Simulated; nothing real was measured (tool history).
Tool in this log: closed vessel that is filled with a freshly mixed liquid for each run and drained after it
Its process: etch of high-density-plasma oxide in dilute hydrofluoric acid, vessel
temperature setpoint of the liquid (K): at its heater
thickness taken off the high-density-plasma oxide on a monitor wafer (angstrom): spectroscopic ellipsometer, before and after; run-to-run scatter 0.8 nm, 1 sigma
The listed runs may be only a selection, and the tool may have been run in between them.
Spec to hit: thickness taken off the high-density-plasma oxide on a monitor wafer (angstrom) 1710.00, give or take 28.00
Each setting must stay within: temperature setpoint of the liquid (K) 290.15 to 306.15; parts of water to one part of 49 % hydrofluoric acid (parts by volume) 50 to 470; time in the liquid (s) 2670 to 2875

run	hour	temperature setpoint of the liquid (K)	parts of water to one part of 49 % hydrofluoric acid (parts by volume)	time in the liquid (s)	thickness taken off the high-density-plasma oxide on a monitor wafer (angstrom)
1	0.0	298.15	260	2670	491.88
2	1.4	298.15	260	2875	529.45
3	4.2	300.15	220	2875	703.98
4	11.9	303.15	220	2875	774.00
5	13.1	303.65	190	2875	943.42
6	21.7	303.65	190	2670	885.98
7	25.1	304.15	165	2670	1072.80
8	26.2	304.65	150	2670	1208.40
# hour 29.8: hydrofluoric acid flow meter replaced
9	29.8	305.15	140	2670	1214.30
10	33.9	305.15	125	2670	1393.90

Exercise: of the 5 proposed moves below, exactly one satisfies all targets within the stated allowed misses. Which move is it?
A	38.0	304.65	95	2805	?
B	38.0	305.65	110	2785	?
C	38.0	306.15	155	2700	?
D	38.0	305.15	155	2780	?
E	38.0	306.15	120	2840	?

move	thickness taken off the high-density-plasma oxide on a monitor wafer (angstrom)
A	1974.30
B	1717.80
C	1128.10
D	1121.70
E	1611.10
A: the result that was furthest off in the last run now lies on the other side of its target
B: meets every target
C: further off than the last run
D: further off than the last run
E: closes in on the targets versus the last run, not all within tolerance yet
B meets every target.
